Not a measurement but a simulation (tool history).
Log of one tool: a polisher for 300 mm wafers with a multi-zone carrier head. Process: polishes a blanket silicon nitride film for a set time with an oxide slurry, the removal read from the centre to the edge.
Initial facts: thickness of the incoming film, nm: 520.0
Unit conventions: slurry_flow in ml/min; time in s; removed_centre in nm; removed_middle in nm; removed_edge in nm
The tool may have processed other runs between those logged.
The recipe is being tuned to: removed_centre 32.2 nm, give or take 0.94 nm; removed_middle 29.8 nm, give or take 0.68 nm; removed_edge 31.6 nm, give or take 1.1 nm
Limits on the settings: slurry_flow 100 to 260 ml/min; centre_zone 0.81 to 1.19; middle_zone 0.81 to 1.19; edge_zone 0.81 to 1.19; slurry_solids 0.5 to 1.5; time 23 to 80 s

run 1 hour=0 | slurry_flow=165 centre_zone=1 middle_zone=1 edge_zone=1 slurry_solids=1 time=51 | removed_centre=42.085 removed_middle=42.787 removed_edge=41.548
run 2 hour=3.4 | slurry_flow=155 centre_zone=0.99 middle_zone=0.95 edge_zone=0.96 slurry_solids=0.9 time=51 | removed_centre=39.216 removed_middle=39.074 removed_edge=39.154
run 3 hour=12.2 | slurry_flow=155 centre_zone=1.04 middle_zone=0.95 edge_zone=0.96 slurry_solids=0.9 time=51 | removed_centre=41.915 removed_middle=38.949 removed_edge=40.022
run 4 hour=13.7 | slurry_flow=195 centre_zone=1.04 middle_zone=0.95 edge_zone=0.96 slurry_solids=0.9 time=51 | removed_centre=43.041 removed_middle=40.788 removed_edge=41.763
run 5 hour=19.5 | slurry_flow=175 centre_zone=1.02 middle_zone=0.92 edge_zone=0.93 slurry_solids=0.8 time=51 | removed_centre=40.085 removed_middle=37.975 removed_edge=38.555
run 6 hour=23.5 | slurry_flow=175 centre_zone=1.02 middle_zone=0.87 edge_zone=0.93 slurry_solids=0.8 time=51 | removed_centre=40.604 removed_middle=35.795 removed_edge=38.249
run 7 hour=28.5 | slurry_flow=175 centre_zone=1.02 middle_zone=0.87 edge_zone=0.93 slurry_solids=0.8 time=51 | removed_centre=40.669 removed_middle=35.836 removed_edge=39.234
run 8 hour=33.4 | slurry_flow=160 centre_zone=1 middle_zone=0.86 edge_zone=0.9 slurry_solids=0.75 time=51 | removed_centre=38.435 removed_middle=34.315 removed_edge=37.761
run 9 hour=40.7 | slurry_flow=155 centre_zone=1 middle_zone=0.87 edge_zone=0.89 slurry_solids=0.7 time=50 | removed_centre=37.158 removed_middle=33.536 removed_edge=35.493
run 10 hour=43.5 | slurry_flow=145 centre_zone=0.98 middle_zone=0.86 edge_zone=0.88 slurry_solids=0.65 time=50 | removed_centre=35.2 removed_middle=32.131 removed_edge=34.238
run 11 hour=48.4 | slurry_flow=135 centre_zone=0.97 middle_zone=0.86 edge_zone=0.87 slurry_solids=0.65 time=50 | removed_centre=34.07 removed_middle=31.482 removed_edge=33.604
run 12 hour=51.3 | slurry_flow=125 centre_zone=0.97 middle_zone=0.86 edge_zone=0.86 slurry_solids=0.65 time=50 | removed_centre=33.136 removed_middle=30.844 removed_edge=33.238

Next run, 5 choices. One meets every target within its allowed miss, the rest don't. Which?
run A hour=54.2 | slurry_flow=115 centre_zone=0.97 middle_zone=0.82 edge_zone=0.86 slurry_solids=0.7 time=53 | removed_centre=? removed_middle=? removed_edge=?
run B hour=54.2 | slurry_flow=120 centre_zone=0.96 middle_zone=0.86 edge_zone=0.83 slurry_solids=0.95 time=44 | removed_centre=? removed_middle=? removed_edge=?
run C hour=54.2 | slurry_flow=135 centre_zone=1.01 middle_zone=0.9 edge_zone=0.93 slurry_solids=0.65 time=50 | removed_centre=? removed_middle=? removed_edge=?
run D hour=54.2 | slurry_flow=105 centre_zone=0.99 middle_zone=0.89 edge_zone=0.87 slurry_solids=0.55 time=55 | removed_centre=? removed_middle=? removed_edge=?
run E hour=54.2 | slurry_flow=110 centre_zone=0.95 middle_zone=0.86 edge_zone=0.84 slurry_solids=0.65 time=53 | removed_centre=? removed_middle=? removed_edge=?

move=A removed_centre=35.3 removed_middle=31.499 removed_edge=35.229
move=B removed_centre=32 removed_middle=29.855 removed_edge=31.471
move=C removed_centre=35.368 removed_middle=32.854 removed_edge=34.796
move=D removed_centre=33.893 removed_middle=31.994 removed_edge=33.902
move=E removed_centre=33.603 removed_middle=31.711 removed_edge=33.872
A: misses by more than the last run did
B: hits every target within its allowed miss
C: misses by more than the last run did
D: misses by more than the last run did
E: misses by more than the last run did
B is the move that brings every result within its allowed miss.

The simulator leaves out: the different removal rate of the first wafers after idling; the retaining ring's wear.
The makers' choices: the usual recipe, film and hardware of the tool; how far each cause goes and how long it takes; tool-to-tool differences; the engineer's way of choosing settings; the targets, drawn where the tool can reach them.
